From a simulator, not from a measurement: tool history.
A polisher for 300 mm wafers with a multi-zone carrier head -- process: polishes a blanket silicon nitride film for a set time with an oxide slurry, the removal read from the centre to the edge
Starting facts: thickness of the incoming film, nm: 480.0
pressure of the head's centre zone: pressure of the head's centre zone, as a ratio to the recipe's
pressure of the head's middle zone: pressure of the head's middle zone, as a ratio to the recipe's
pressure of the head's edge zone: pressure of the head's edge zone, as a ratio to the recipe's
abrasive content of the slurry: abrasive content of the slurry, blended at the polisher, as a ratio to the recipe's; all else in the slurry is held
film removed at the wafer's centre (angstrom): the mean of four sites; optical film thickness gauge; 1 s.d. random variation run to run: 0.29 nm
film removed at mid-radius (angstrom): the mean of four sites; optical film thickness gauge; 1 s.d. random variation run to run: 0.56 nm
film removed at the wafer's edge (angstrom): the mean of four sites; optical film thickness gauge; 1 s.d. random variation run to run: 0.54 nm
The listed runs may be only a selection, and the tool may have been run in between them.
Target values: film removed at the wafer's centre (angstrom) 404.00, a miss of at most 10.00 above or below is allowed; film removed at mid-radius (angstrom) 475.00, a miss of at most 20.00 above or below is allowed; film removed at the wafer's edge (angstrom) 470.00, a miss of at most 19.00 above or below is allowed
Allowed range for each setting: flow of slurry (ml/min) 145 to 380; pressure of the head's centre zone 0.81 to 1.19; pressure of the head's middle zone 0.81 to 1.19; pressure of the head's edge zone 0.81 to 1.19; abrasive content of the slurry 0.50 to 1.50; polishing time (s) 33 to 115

run	hour	flow of slurry (ml/min)	pressure of the head's centre zone	pressure of the head's middle zone	pressure of the head's edge zone	abrasive content of the slurry	polishing time (s)	film removed at the wafer's centre (angstrom)	film removed at mid-radius (angstrom)	film removed at the wafer's edge (angstrom)
1	0.0	245	1.00	1.00	1.00	1.00	73	546.92	565.00	541.75
2	5.8	245	1.00	1.00	1.00	1.00	56	417.98	426.00	408.04
3	11.9	245	0.99	1.01	1.02	1.00	56	412.55	426.10	423.06
4	12.7	290	0.99	1.01	1.02	1.00	56	419.32	450.95	412.12
5	20.7	290	0.99	1.01	1.07	1.00	56	414.97	436.30	433.88
6	21.7	250	0.99	1.01	1.07	1.00	56	411.73	433.85	432.01
7	23.1	250	0.99	1.01	1.07	1.00	56	413.37	434.51	430.72
8	27.4	250	0.99	1.02	1.08	1.00	56	410.58	431.08	428.99
9	36.4	250	0.98	1.03	1.09	1.00	56	406.56	435.94	436.24
10	37.4	250	0.98	1.04	1.10	1.00	56	406.34	435.52	427.12
11	40.1	255	0.97	1.04	1.11	1.00	56	407.44	442.38	435.90
12	48.9	255	0.97	1.04	1.11	1.00	56	404.97	436.53	432.23

Of the 5 settings listed for the next run, only one would bring every result within its allowed miss of target. Which one?
A	57.7	245	1.01	0.95	1.17	1.10	55	?	?	?
B	57.7	255	0.97	1.06	1.13	1.15	55	?	?	?
C	57.7	250	0.98	1.00	1.10	0.95	57	?	?	?
D	57.7	250	0.98	0.98	1.14	0.85	62	?	?	?
E	57.7	280	0.93	1.08	1.17	0.95	60	?	?	?

move	film removed at the wafer's centre (angstrom)	film removed at mid-radius (angstrom)	film removed at the wafer's edge (angstrom)
A	433.40	431.33	459.53
B	429.17	473.27	464.41
C	398.12	420.35	421.52
D	398.60	416.06	429.56
E	403.27	468.65	461.43
A: the furthest-off result lands on target, but another misses its tolerance
B: the furthest-off result lands on target, but another misses its tolerance
C: further off than the last run
D: further off than the last run
E: each result inside its tolerance
E meets every target.

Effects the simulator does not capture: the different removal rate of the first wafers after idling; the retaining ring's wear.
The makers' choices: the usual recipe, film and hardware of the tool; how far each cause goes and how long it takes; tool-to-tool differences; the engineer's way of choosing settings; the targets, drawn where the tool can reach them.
